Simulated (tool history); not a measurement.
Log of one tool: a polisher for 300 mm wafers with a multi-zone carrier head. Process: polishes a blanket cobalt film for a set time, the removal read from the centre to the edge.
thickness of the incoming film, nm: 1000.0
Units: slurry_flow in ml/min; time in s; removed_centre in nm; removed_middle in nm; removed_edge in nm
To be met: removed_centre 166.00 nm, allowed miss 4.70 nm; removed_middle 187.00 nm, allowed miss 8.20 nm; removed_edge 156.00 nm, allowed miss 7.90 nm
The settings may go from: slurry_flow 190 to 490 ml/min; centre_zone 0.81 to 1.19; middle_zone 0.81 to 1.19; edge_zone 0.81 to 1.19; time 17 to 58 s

{"run": 1, "hour": 0.0, "slurry_flow": 315, "centre_zone": 1.0, "middle_zone": 1.0, "edge_zone": 1.0, "time": 37, "removed_centre": 133.94, "removed_middle": 133.04, "removed_edge": 128.28}
{"run": 2, "hour": 7.4, "slurry_flow": 320, "centre_zone": 1.01, "middle_zone": 1.05, "edge_zone": 1.01, "time": 39, "removed_centre": 141.03, "removed_middle": 145.76, "removed_edge": 140.29}
{"run": 3, "hour": 8.9, "slurry_flow": 320, "centre_zone": 1.01, "middle_zone": 1.05, "edge_zone": 0.95, "time": 39, "removed_centre": 141.87, "removed_middle": 142.78, "removed_edge": 136.49}
{"run": 4, "hour": 12.1, "slurry_flow": 320, "centre_zone": 1.01, "middle_zone": 1.08, "edge_zone": 0.95, "time": 39, "removed_centre": 142.08, "removed_middle": 148.53, "removed_edge": 136.84}
{"run": 5, "hour": 13.5, "slurry_flow": 320, "centre_zone": 1.01, "middle_zone": 1.08, "edge_zone": 0.95, "time": 30, "removed_centre": 108.47, "removed_middle": 117.55, "removed_edge": 102.96}
{"run": 6, "hour": 16.0, "slurry_flow": 340, "centre_zone": 1.01, "middle_zone": 1.11, "edge_zone": 0.93, "time": 34, "removed_centre": 123.33, "removed_middle": 134.44, "removed_edge": 114.91}
{"run": 7, "hour": 21.4, "slurry_flow": 355, "centre_zone": 1.02, "middle_zone": 1.13, "edge_zone": 0.95, "time": 36, "removed_centre": 133.14, "removed_middle": 144.58, "removed_edge": 125.16}
{"run": 8, "hour": 24.0, "slurry_flow": 370, "centre_zone": 1.02, "middle_zone": 1.15, "edge_zone": 0.94, "time": 38, "removed_centre": 141.24, "removed_middle": 153.95, "removed_edge": 132.97}
{"run": 9, "hour": 29.4, "slurry_flow": 365, "centre_zone": 1.01, "middle_zone": 1.16, "edge_zone": 0.92, "time": 40, "removed_centre": 145.66, "removed_middle": 160.47, "removed_edge": 139.93}
{"run": 10, "hour": 30.5, "slurry_flow": 385, "centre_zone": 1.01, "middle_zone": 1.17, "edge_zone": 0.92, "time": 41, "removed_centre": 148.29, "removed_middle": 169.82, "removed_edge": 138.57}

Which of these 4 next moves meets every target?
{"run": "A", "hour": 31.6, "slurry_flow": 365, "centre_zone": 0.84, "middle_zone": 1.17, "edge_zone": 1.0, "time": 47, "removed_centre": "?", "removed_middle": "?", "removed_edge": "?"}
{"run": "B", "hour": 31.6, "slurry_flow": 435, "centre_zone": 1.15, "middle_zone": 1.08, "edge_zone": 0.89, "time": 39, "removed_centre": "?", "removed_middle": "?", "removed_edge": "?"}
{"run": "C", "hour": 31.6, "slurry_flow": 390, "centre_zone": 1.17, "middle_zone": 1.19, "edge_zone": 0.89, "time": 40, "removed_centre": "?", "removed_middle": "?", "removed_edge": "?"}
{"run": "D", "hour": 31.6, "slurry_flow": 475, "centre_zone": 1.02, "middle_zone": 1.17, "edge_zone": 0.93, "time": 44, "removed_centre": "?", "removed_middle": "?", "removed_edge": "?"}

move=A removed_centre=142.70 removed_middle=197.63 removed_edge=168.36
move=B removed_centre=164.68 removed_middle=154.82 removed_edge=134.25
move=C removed_centre=170.56 removed_middle=171.27 removed_edge=136.68
move=D removed_centre=165.78 removed_middle=188.28 removed_edge=154.83
A: further off than the last run
B: brings the result that was furthest off to its target, and leaves another outside
C: brings the result that was furthest off to its target, and leaves another outside
D: meets every target
The right move is D.
